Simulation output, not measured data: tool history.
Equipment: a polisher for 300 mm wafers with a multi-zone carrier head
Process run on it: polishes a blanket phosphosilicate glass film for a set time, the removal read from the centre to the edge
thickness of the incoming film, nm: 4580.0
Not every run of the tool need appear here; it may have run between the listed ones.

run	hour	flow of slurry (ml/min)	pressure of the head's centre zone	pressure of the head's middle zone	pressure of the head's edge zone	abrasive content of the slurry	polishing time (s)	film removed at the wafer's centre (nm)	film removed at mid-radius (nm)	film removed at the wafer's edge (nm)
1	0.0	290	1.00	1.00	1.00	1.00	72	615.88	617.52	588.20
2	5.4	290	1.00	1.00	0.99	0.95	69	595.55	577.67	558.84
3	7.9	290	1.00	1.00	0.92	0.95	69	578.24	562.18	546.36
4	10.4	290	1.00	1.01	0.92	0.90	66	554.76	522.98	488.59
5	16.5	285	0.98	1.01	0.93	0.85	64	509.78	495.21	468.95
6	21.8	285	1.02	1.01	0.93	0.85	64	507.68	495.06	469.26
7	30.4	260	0.94	1.06	0.98	0.60	44	240.41	254.69	240.79
8	38.6	265	0.94	1.06	0.98	0.65	44	262.10	272.98	260.38
9	40.3	275	0.94	1.06	0.98	0.65	44	266.90	271.66	252.36
10	42.9	270	0.95	1.06	0.98	0.65	44	261.84	276.23	257.13

Run 11 comes next. What will it give?
11	48.5	270	0.96	1.06	0.99	0.65	44	?	?	?

{"run 11": {"film removed at the wafer's centre (nm)": 261.37, "film removed at mid-radius (nm)": 275.75, "film removed at the wafer's edge (nm)": 257.69}}

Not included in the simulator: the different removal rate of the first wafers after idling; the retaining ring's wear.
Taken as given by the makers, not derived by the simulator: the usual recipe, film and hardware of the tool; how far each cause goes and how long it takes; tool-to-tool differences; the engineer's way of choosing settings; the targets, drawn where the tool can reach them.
